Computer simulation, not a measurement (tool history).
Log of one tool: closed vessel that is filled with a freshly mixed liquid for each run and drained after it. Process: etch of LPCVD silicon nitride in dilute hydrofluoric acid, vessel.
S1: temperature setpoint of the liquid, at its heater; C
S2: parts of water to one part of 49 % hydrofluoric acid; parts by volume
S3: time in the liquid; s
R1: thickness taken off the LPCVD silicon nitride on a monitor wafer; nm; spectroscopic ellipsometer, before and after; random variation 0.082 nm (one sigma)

run  hour    S1  S2    S3      R1
  1     0    26  75  3160  27.969
  2   4.5    26  75  3160  27.995
  3   9.4    26  90  3160  23.647
  4    11  29.5  90  3160  29.192
  5  16.8    26  90  3160  23.615
  6  22.4    26  70  3160   30.39

Forecast run 7:
  7  28.4  22  90  3160   ?

{"run 7": {"R1": 18.012}}
